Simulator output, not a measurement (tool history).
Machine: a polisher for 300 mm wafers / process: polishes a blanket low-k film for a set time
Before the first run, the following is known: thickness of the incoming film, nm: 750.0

| run | hour | flow of slurry (ml/min) | pressure of the wafer on the pad (psi) | speed of the pad under the wafer (cm/s) | abrasive content of the slurry | polishing time (s) | film removed (Å) |
|---|---|---|---|---|---|---|---|
| 1 | 0.0 | 265 | 1.4 | 116 | 1.0 | 19 | 64.877 |
| 2 | 7.9 | 265 | 1.4 | 116 | 1.0 | 16 | 53.586 |
| 3 | 14.0 | 265 | 1.4 | 116 | 1.2 | 16 | 58.734 |
| 4 | 15.6 | 325 | 1.4 | 116 | 1.2 | 16 | 60.195 |
| 5 | 16.7 | 325 | 1.4 | 116 | 1.2 | 16 | 61.290 |
| 6 | 19.7 | 290 | 1.4 | 116 | 1.2 | 16 | 59.028 |

Run 7 comes next. What will it give?
| 7 | 24.8 | 365 | 1.8 | 118 | 1.2 | 16 | ? |

film removed (Å): 77.525
